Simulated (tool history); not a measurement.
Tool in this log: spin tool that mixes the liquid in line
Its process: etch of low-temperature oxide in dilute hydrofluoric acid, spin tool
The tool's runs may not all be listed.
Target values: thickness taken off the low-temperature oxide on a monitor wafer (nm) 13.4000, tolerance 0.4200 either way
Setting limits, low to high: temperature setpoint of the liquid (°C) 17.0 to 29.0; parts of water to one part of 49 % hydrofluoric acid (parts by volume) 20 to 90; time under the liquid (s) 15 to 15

| run | hour | temperature setpoint of the liquid (°C) | parts of water to one part of 49 % hydrofluoric acid (parts by volume) | time under the liquid (s) | thickness taken off the low-temperature oxide on a monitor wafer (nm) |
|---|---|---|---|---|---|
| 1 | 0.0 | 21.0 | 50 | 15 | 6.1929 |
| 2 | 6.5 | 21.0 | 50 | 15 | 6.2260 |
| 3 | 12.1 | 23.5 | 45 | 15 | 7.7198 |
| 4 | 19.1 | 23.5 | 30 | 15 | 11.4910 |
| 5 | 22.1 | 22.0 | 30 | 15 | 10.9570 |
| 6 | 26.5 | 19.0 | 30 | 15 | 9.6693 |
| 7 | 29.4 | 21.5 | 30 | 15 | 10.7790 |
| 8 | 36.4 | 23.0 | 30 | 15 | 11.3380 |
| 9 | 38.9 | 24.5 | 30 | 15 | 12.1910 |
| 10 | 44.8 | 25.0 | 30 | 15 | 12.5300 |
| 11 | 51.7 | 25.5 | 30 | 15 | 12.6170 |

Next run, 4 choices. One meets every target within its allowed miss, the rest don't. Which?
| A | 58.6 | 26.5 | 30 | 15 | ? |
| B | 58.6 | 24.0 | 25 | 15 | ? |
| C | 58.6 | 23.5 | 25 | 15 | ? |
| D | 58.6 | 23.5 | 30 | 15 | ? |

| move | thickness taken off the low-temperature oxide on a monitor wafer (nm) |
|---|---|
| A | 13.0230 |
| B | 14.1840 |
| C | 13.8880 |
| D | 11.4970 |
A: hits every target within its allowed miss
B: moves the result that the last run missed by most past its target, out the other side
C: moves the result that the last run missed by most past its target, out the other side
D: lands further from the targets than the last run did
A is the move that brings every result within its allowed miss.
